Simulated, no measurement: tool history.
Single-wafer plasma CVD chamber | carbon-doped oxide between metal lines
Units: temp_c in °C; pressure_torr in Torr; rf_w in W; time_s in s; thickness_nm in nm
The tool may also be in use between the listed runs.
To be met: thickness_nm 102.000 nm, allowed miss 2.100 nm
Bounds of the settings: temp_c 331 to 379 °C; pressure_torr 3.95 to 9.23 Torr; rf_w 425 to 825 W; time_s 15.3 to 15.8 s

run,hour,temp_c,pressure_torr,rf_w,time_s,thickness_nm
1,0.0,355,6.59,625,15.3,86.876
2,7.6,355,5.99,625,15.3,86.225
3,9.6,353,6.11,650,15.3,88.861
4,18.0,352,6.23,675,15.3,90.770
5,23.1,352,6.23,640,15.3,88.409
6,23.9,362,6.23,640,15.3,85.867
7,32.1,360,6.38,670,15.3,89.157
8,37.5,358,6.55,690,15.3,91.031
9,43.6,356,6.65,710,15.3,92.951
10,45.4,355,6.72,725,15.3,94.000

Which of these 4 next moves meets every target?
A,47.2,336,6.23,580,15.3,?
B,47.2,353,6.70,700,15.3,?
C,47.2,360,7.18,790,15.8,?
D,47.2,357,6.91,710,15.6,?

move,thickness_nm
A,87.535
B,92.822
C,100.850
D,94.527
A: further off than the last run
B: further off than the last run
C: meets every target
D: nearer than the last run, and not there yet
Move C is the one to make.

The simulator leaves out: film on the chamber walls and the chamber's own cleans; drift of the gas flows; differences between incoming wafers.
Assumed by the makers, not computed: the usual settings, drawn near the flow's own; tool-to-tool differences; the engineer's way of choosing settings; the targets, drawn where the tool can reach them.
